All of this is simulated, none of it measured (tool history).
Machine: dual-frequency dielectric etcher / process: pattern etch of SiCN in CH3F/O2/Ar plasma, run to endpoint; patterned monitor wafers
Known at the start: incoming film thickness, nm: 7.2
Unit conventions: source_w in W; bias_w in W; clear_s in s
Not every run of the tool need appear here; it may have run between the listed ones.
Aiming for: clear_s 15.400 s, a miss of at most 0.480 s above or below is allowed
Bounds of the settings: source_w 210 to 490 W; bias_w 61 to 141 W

run	hour	source_w	bias_w	clear_s
1	0.0	350	101	17.789
2	1.7	380	101	17.298
3	5.3	390	103	17.058
4	9.2	400	105	16.811
5	11.9	410	107	16.502
6	14.9	410	91	17.243
7	22.7	420	93	17.103
8	25.8	430	95	16.877
9	29.7	440	97	16.282
10	38.2	450	98	16.360
11	45.7	460	99	16.195
12	47.0	460	100	16.053
13	52.5	460	100	16.043
14	54.2	460	100	16.234
15	62.3	460	102	16.189
16	63.4	460	104	15.908
17	68.8	460	105	16.056
18	75.7	460	106	15.689

Exactly one of the 4 candidate moves below puts every result within its allowed miss. Which one?
A	82.6	490	110	?
B	82.6	410	111	?
C	82.6	420	105	?
D	82.6	470	96	?

move	clear_s
A	15.306
B	16.271
C	16.350
D	16.039
A: all results land within tolerance of their targets
B: lands further from the targets than the last run did
C: lands further from the targets than the last run did
D: lands further from the targets than the last run did
Go with A: it meets all targets.

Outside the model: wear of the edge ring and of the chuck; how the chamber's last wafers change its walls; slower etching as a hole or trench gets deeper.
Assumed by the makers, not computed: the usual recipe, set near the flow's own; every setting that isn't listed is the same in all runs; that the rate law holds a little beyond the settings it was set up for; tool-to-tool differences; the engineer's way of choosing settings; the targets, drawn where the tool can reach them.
